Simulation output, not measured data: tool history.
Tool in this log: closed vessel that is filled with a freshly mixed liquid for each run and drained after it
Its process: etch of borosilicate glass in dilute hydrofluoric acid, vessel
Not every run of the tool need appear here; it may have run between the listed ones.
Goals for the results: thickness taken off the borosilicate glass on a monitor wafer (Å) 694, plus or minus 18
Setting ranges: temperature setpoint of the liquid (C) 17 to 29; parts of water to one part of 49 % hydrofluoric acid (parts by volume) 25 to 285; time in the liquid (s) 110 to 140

run  hour  temperature setpoint of the liquid (C)  parts of water to one part of 49 % hydrofluoric acid (parts by volume)  time in the liquid (s)  thickness taken off the borosilicate glass on a monitor wafer (Å)
  1     0                                      21                                                                     155                     140                                                                246
  2     8                                      24                                                                     155                     140                                                             274.49
  3   9.1                                    25.5                                                                     125                     140                                                             374.98
  4  10.2                                    25.5                                                                     180                     140                                                             244.27
  5  17.2                                    26.5                                                                     145                     140                                                             327.97
  6  22.7                                    26.5                                                                     145                     110                                                             258.56
  7  27.2                                      27                                                                     110                     110                                                             361.41
  8  31.2                                    27.5                                                                      90                     110                                                             461.67
  9  32.8                                    27.5                                                                      90                     110                                                             459.09
 10  40.4                                    27.5                                                                      90                     110                                                              464.4
 11  42.1                                      28                                                                      80                     110                                                             537.93
 12  45.8                                    28.5                                                                      75                     110                                                             589.58
 13  48.5                                    28.5                                                                      70                     110                                                             635.02

5 next moves are on the table. One of them brings every result within its allowed miss. Which?
  A  51.2                                    28.5                                                                      70                     130                                                                  ?
  B  51.2                                    21.5                                                                      65                     140                                                                  ?
  C  51.2                                      28                                                                      65                     120                                                                  ?
  D  51.2                                    27.5                                                                      75                     125                                                                  ?
  E  51.2                                    25.5                                                                      60                     115                                                                  ?

move  thickness taken off the borosilicate glass on a monitor wafer (Å)
   A                                                             748.75
   B                                                             663.56
   C                                                             735.74
   D                                                              641.9
   E                                                             697.97
A: takes the biggest miss from the last run beyond its target
B: nearer the targets than the last run, but a result is still out of spec
C: takes the biggest miss from the last run beyond its target
D: nearer the targets than the last run, but a result is still out of spec
E: in spec on every target
So the answer is move E, the one that meets all the targets.

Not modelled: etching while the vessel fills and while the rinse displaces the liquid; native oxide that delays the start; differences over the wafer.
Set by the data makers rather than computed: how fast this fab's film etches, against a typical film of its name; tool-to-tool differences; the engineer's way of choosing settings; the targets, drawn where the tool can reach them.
